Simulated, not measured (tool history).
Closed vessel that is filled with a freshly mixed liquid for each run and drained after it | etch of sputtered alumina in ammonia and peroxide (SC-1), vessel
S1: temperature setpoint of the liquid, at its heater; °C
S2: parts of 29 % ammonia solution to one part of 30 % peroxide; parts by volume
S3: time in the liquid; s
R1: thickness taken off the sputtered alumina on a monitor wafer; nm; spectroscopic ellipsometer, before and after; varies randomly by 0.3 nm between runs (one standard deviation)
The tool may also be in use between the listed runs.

run 1 hour=0 | S1=49 S2=0.55 S3=900 | R1=38.957
run 2 hour=1.3 | S1=49 S2=0.55 S3=955 | R1=41.009
run 3 hour=2.4 | S1=49 S2=0.45 S3=955 | R1=40.558
run 4 hour=7.3 | S1=50 S2=0.45 S3=955 | R1=42.823
run 5 hour=11.1 | S1=51 S2=0.45 S3=955 | R1=44.865
run 6 hour=17.8 | S1=51 S2=0.6 S3=955 | R1=46.208
run 7 hour=24.1 | S1=51.5 S2=0.6 S3=955 | R1=47.461

Estimate the outcome of run 8 from the log above:
run 8 hour=29.7 | S1=52 S2=0.6 S3=955 | R1=?

{"run 8": {"R1": 49.054}}

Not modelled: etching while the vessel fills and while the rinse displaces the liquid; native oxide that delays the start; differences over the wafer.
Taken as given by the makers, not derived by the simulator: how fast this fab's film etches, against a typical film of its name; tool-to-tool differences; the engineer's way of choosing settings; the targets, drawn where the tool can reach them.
